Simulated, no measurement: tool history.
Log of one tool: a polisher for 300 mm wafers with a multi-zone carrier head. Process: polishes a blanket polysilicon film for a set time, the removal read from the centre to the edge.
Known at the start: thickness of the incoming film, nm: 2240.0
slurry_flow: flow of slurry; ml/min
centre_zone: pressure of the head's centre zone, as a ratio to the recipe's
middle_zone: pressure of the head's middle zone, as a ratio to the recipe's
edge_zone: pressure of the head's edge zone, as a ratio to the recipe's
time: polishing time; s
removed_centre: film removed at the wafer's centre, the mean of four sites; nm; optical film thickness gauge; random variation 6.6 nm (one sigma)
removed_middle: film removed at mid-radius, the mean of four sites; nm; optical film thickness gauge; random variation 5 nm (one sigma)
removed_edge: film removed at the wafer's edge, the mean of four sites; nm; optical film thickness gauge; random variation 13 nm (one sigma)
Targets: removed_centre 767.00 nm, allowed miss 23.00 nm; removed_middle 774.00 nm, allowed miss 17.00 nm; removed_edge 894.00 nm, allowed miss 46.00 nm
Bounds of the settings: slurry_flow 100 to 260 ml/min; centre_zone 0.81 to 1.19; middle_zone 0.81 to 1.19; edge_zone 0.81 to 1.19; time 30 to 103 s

Run 1, day 0.000: slurry_flow 165 ml/min, centre_zone 1.00, middle_zone 1.00, edge_zone 1.00, time 66 s. Result: removed_centre 874.24 nm, removed_middle 869.80 nm, removed_edge 891.26 nm.
Run 2, day 0.138: slurry_flow 165 ml/min, centre_zone 0.92, middle_zone 1.00, edge_zone 1.00, time 66 s. Result: removed_centre 819.83 nm, removed_middle 877.36 nm, removed_edge 908.05 nm.
Run 3, day 0.358: slurry_flow 165 ml/min, centre_zone 0.92, middle_zone 1.00, edge_zone 1.00, time 51 s. Result: removed_centre 637.55 nm, removed_middle 676.15 nm, removed_edge 681.94 nm.
Run 4, day 0.654: slurry_flow 165 ml/min, centre_zone 0.92, middle_zone 0.96, edge_zone 1.00, time 51 s. Result: removed_centre 646.46 nm, removed_middle 655.24 nm, removed_edge 664.56 nm.
Run 5, day 0.792: slurry_flow 170 ml/min, centre_zone 0.93, middle_zone 0.97, edge_zone 1.07, time 54 s. Result: removed_centre 683.22 nm, removed_middle 694.91 nm, removed_edge 750.33 nm.
Run 6, day 0.962: slurry_flow 170 ml/min, centre_zone 0.98, middle_zone 0.97, edge_zone 1.07, time 54 s. Result: removed_centre 712.97 nm, removed_middle 701.56 nm, removed_edge 765.20 nm.
Run 7, day 1.058: slurry_flow 190 ml/min, centre_zone 0.98, middle_zone 0.98, edge_zone 1.11, time 54 s. Result: removed_centre 719.71 nm, removed_middle 717.59 nm, removed_edge 771.61 nm.
Run 8, day 1.362: slurry_flow 180 ml/min, centre_zone 0.99, middle_zone 0.99, edge_zone 1.14, time 56 s. Result: removed_centre 755.30 nm, removed_middle 743.62 nm, removed_edge 808.36 nm.

5 next moves are on the table. One of them brings every result within its allowed miss. Which?
Run A, day 1.667: slurry_flow 185 ml/min, centre_zone 0.97, middle_zone 0.93, edge_zone 1.19, time 56 s. Result: removed_centre ?, removed_middle ?, removed_edge ?.
Run B, day 1.667: slurry_flow 185 ml/min, centre_zone 0.90, middle_zone 0.93, edge_zone 1.14, time 61 s. Result: removed_centre ?, removed_middle ?, removed_edge ?.
Run C, day 1.667: slurry_flow 205 ml/min, centre_zone 1.14, middle_zone 1.09, edge_zone 1.04, time 49 s. Result: removed_centre ?, removed_middle ?, removed_edge ?.
Run D, day 1.667: slurry_flow 170 ml/min, centre_zone 0.92, middle_zone 0.92, edge_zone 1.19, time 59 s. Result: removed_centre ?, removed_middle ?, removed_edge ?.
Run E, day 1.667: slurry_flow 185 ml/min, centre_zone 0.86, middle_zone 0.83, edge_zone 1.19, time 62 s. Result: removed_centre ?, removed_middle ?, removed_edge ?.

move  removed_centre  removed_middle  removed_edge
   A          740.83          705.11        835.61
   B          758.32          768.36        890.13
   C          756.03          708.24        688.66
   D          736.14          727.48        872.24
   E          742.01          716.58        926.28
A: further off than the last run
B: meets every target
C: further off than the last run
D: brings the result that was furthest off to its target, and leaves another outside
E: brings the result that was furthest off to its target, and leaves another outside
The right move is B.

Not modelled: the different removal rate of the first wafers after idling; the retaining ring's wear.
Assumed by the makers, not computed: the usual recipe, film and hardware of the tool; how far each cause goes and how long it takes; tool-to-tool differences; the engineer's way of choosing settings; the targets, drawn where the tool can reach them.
